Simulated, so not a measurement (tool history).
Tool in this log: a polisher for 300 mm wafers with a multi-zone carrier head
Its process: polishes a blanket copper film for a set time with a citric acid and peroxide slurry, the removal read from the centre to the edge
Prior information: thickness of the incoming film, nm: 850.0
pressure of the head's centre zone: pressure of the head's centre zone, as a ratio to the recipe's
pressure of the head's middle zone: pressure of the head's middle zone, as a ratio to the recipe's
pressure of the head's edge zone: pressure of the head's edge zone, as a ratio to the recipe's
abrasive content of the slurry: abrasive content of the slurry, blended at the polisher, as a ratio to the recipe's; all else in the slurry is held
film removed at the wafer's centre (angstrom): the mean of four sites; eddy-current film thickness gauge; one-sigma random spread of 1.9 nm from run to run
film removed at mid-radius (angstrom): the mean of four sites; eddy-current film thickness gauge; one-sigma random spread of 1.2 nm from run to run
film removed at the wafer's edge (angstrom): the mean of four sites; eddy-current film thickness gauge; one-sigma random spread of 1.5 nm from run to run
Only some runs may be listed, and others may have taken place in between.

run,hour,flow of slurry (ml/min),pressure of the head's centre zone,pressure of the head's middle zone,pressure of the head's edge zone,abrasive content of the slurry,polishing time (s),film removed at the wafer's centre (angstrom),film removed at mid-radius (angstrom),film removed at the wafer's edge (angstrom)
1,0.0,250,1.00,1.00,1.00,1.00,44,1685.7,1704.5,1717.8
2,5.1,270,1.04,0.97,1.06,1.05,44,1776.5,1697.5,1783.8
3,6.4,280,1.06,0.93,1.10,1.15,44,1843.8,1688.5,1906.2
4,8.4,295,1.09,0.91,1.12,1.15,44,1922.1,1640.7,1923.8
5,12.6,295,1.09,0.91,1.12,1.15,54,2364.0,2036.3,2351.7
6,17.2,240,1.09,0.91,1.12,1.15,54,2263.1,1992.2,2266.4
7,22.5,225,1.09,0.88,1.11,1.10,54,2247.5,1912.9,2258.2

Expected results for the next run?
8,28.6,210,1.08,0.86,1.09,1.00,54,?,?,?

Logged for run 8: film removed at the wafer's centre (angstrom) 2139.1, film removed at mid-radius (angstrom) 1806.0, film removed at the wafer's edge (angstrom) 2207.5.

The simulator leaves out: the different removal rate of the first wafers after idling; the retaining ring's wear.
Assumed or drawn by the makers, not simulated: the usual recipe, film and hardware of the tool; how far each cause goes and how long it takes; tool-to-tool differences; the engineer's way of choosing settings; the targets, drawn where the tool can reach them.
